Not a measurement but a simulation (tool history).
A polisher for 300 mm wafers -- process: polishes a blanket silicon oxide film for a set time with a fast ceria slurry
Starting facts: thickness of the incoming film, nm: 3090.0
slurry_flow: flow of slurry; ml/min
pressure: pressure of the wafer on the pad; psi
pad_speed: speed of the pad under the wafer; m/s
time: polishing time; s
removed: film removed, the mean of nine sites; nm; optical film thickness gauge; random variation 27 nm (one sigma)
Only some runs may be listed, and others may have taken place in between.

run 1 hour=0.0 | slurry_flow=195 pressure=2.3 pad_speed=1.28 time=89 | removed=1478.8
run 2 hour=8.3 | slurry_flow=195 pressure=2.3 pad_speed=1.02 time=89 | removed=1259.4
run 3 hour=10.0 | slurry_flow=195 pressure=2.3 pad_speed=0.80 time=89 | removed=1080.6
run 4 hour=14.4 | slurry_flow=175 pressure=2.3 pad_speed=0.80 time=89 | removed=1087.1
run 5 hour=23.3 | slurry_flow=175 pressure=2.6 pad_speed=0.90 time=89 | removed=1304.2
run 6 hour=26.7 | slurry_flow=175 pressure=2.8 pad_speed=0.98 time=89 | removed=1467.2
run 7 hour=27.3 | slurry_flow=175 pressure=3.0 pad_speed=1.06 time=89 | removed=1655.8
run 8 hour=31.1 | slurry_flow=175 pressure=3.1 pad_speed=1.14 time=89 | removed=1803.9
run 9 hour=36.7 | slurry_flow=175 pressure=3.2 pad_speed=1.20 time=89 | removed=1935.3

Predict the results of run 10:
run 10 hour=38.8 | slurry_flow=175 pressure=3.3 pad_speed=1.24 time=89 | removed=?

{"run 10": {"removed": 2021.4}}
